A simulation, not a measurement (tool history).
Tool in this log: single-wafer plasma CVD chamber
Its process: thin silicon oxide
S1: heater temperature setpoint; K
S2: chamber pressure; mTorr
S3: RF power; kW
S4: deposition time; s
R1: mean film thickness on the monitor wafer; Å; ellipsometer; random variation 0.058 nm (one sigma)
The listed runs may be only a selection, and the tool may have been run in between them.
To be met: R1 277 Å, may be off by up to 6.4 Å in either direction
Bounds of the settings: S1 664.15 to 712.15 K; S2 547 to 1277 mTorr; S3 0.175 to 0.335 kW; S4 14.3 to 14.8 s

run	hour	S1	S2	S3	S4	R1
1	0	688.15	912	0.255	14.3	244.57
2	3.3	688.15	978	0.255	14.3	259.98
3	12	683.15	978	0.255	14.3	261.27
4	18	683.15	990	0.255	14.3	264.31
5	25.3	683.15	990	0.22	14.3	245.88
6	32.2	683.15	895	0.22	14.3	226.21
7	38.7	683.15	939	0.22	14.3	236.51
8	46.2	683.15	973	0.22	14.3	242.84
9	50.4	683.15	1002	0.22	14.3	248.48
10	58.8	683.15	1002	0.22	14.3	248.67
11	67.1	683.15	1026	0.22	14.3	251.85
12	69.2	683.15	1049	0.22	14.3	255.85
13	76	683.15	1049	0.22	14.3	256.69
14	79.3	683.15	1068	0.22	14.3	259.31
15	88.3	683.15	1068	0.22	14.3	259.03
16	96	683.15	1086	0.22	14.3	262.17
17	102.6	683.15	1101	0.22	14.3	264.91
18	111.4	683.15	1113	0.22	14.3	267.64
19	116.6	683.15	1122	0.22	14.3	267.64
20	121.6	683.15	1132	0.22	14.3	270.12

Next run, 5 choices. One meets every target within its allowed miss, the rest don't. Which?
A	126.6	683.15	1111	0.25	14.7	?
B	126.6	682.15	1181	0.225	14.6	?
C	126.6	683.15	1133	0.215	14.7	?
D	126.6	682.15	1085	0.21	14.3	?
E	126.6	690.15	1179	0.2	14.4	?

move	R1
A	291.33
B	287.53
C	275.31
D	257.33
E	266.1
A: the result that was furthest off in the last run now lies on the other side of its target
B: the result that was furthest off in the last run now lies on the other side of its target
C: meets every target
D: misses by more than the last run did
E: misses by more than the last run did
Move C is the one to make.

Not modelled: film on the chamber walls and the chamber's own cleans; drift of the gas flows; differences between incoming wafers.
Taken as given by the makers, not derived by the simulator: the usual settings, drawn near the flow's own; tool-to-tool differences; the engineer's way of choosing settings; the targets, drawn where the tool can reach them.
